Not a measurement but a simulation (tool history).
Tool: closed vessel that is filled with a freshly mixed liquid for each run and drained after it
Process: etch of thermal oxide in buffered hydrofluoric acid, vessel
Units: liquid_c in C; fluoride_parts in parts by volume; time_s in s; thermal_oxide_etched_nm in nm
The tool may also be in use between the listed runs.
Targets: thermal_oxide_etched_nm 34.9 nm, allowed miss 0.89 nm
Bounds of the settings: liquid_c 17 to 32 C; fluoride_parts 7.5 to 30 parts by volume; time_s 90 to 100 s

run    day  liquid_c  fluoride_parts  time_s  thermal_oxide_etched_nm
  1      0        25            20.5      90                   53.984
  2  0.083      22.5            20.5      90                   47.269
  3  0.129      22.5            20.5      90                   47.044
  4  0.229      22.5            20.5      90                   47.896
  5  0.267      22.5            20.5     100                   53.516
  6  0.558      20.5            21.5     100                   44.881
  7  0.617      19.5            21.5     100                   42.452
  8    0.9      18.5              22     100                   39.122
  9    1.2      18.5              22     100                   39.162
 10  1.346        18              22     100                   37.907
 11  1.375      17.5              22     100                   37.017
 12  1.592      17.5              22     100                   37.324
 13  1.938      17.5            22.5     100                   36.329

4 next moves are on the table. One of them brings every result within its allowed miss. Which?
  A  2.283        18            20.5      90                        ?
  B  2.283      18.5            21.5      90                        ?
  C  2.283      17.5              24     100                        ?
  D  2.283        21            24.5      90                        ?

move  thermal_oxide_etched_nm
   A                   37.246
   B                   36.557
   C                   35.199
   D                   38.057
A: further off than the last run
B: further off than the last run
C: meets every target
D: further off than the last run
Answer: C

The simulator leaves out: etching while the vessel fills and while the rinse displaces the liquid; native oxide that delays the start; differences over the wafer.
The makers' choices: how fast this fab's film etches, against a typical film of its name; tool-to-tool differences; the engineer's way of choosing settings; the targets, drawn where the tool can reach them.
